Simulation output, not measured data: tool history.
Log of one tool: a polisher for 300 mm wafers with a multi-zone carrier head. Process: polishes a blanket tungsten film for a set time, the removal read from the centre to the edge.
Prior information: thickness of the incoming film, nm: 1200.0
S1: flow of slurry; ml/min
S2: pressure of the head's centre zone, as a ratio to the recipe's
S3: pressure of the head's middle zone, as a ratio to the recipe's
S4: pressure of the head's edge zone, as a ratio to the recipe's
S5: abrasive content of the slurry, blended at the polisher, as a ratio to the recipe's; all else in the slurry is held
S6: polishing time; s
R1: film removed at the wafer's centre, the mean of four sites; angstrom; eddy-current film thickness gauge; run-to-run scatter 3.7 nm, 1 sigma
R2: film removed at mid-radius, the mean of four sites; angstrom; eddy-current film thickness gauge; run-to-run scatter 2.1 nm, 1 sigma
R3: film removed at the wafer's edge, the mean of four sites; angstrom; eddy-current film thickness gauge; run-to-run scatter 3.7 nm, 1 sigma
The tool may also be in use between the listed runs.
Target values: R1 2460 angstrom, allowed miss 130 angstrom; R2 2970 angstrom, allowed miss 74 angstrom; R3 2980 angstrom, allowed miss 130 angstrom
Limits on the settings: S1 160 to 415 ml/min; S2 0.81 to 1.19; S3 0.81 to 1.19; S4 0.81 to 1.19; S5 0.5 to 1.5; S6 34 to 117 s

run    day   S1    S2    S3    S4    S5  S6      R1      R2      R3
  1      0  265     1     1     1     1  75  2165.8  2054.9  2098.8
  2  0.217  265     1     1     1     1  90  2584.4  2477.9  2543.3
  3  0.354  265     1     1     1   1.2  90  2649.1  2544.7  2640.3
  4  0.558  270  0.99  1.01  1.01   1.2  90  2614.7    2585  2636.8
  5  0.779  270  0.99  1.01  1.06   1.2  90  2627.9  2606.9  2659.3
  6  1.108  270  0.97  1.01  1.07  1.25  91  2655.1  2664.2  2732.6
  7  1.346  270  0.95  1.01  1.08   1.3  91  2581.7  2648.3    2761
  8  1.662  275  0.94  1.02  1.09   1.3  91  2514.3  2712.1  2852.7
  9  1.983  280  0.94  1.03  1.09   1.3  91  2547.7    2720  2764.5
 10  2.212  280  0.93  1.03  1.09   1.3  91  2562.4    2714  2774.6

Which one of the following 5 next-run settings gets every result inside its allowed miss? There is exactly one.
  A  2.442  255  0.84  1.08  1.11   1.4  95   ?   ?   ?
  B  2.442  310  1.13  1.02  1.05   1.1  81   ?   ?   ?
  C  2.442  255     1  1.04  0.92  1.05  95   ?   ?   ?
  D  2.442  370  1.02  1.08  1.05  1.15  94   ?   ?   ?
  E  2.442  175  0.81  1.11  1.11   1.5  96   ?   ?   ?

move      R1      R2      R3
   A  2469.1  2957.4  2978.1
   B  2757.7  2325.4  2393.8
   C  2763.7  2687.9  2591.6
   D  2967.9  2908.2  2837.2
   E  2284.7  2927.1  2922.9
A: each result inside its tolerance
B: its largest miss is bigger than the last run's
C: its largest miss is bigger than the last run's
D: corrects the largest miss of the last run, while another result sits out of spec
E: corrects the largest miss of the last run, while another result sits out of spec
So the answer is move A, the one that meets all the targets.

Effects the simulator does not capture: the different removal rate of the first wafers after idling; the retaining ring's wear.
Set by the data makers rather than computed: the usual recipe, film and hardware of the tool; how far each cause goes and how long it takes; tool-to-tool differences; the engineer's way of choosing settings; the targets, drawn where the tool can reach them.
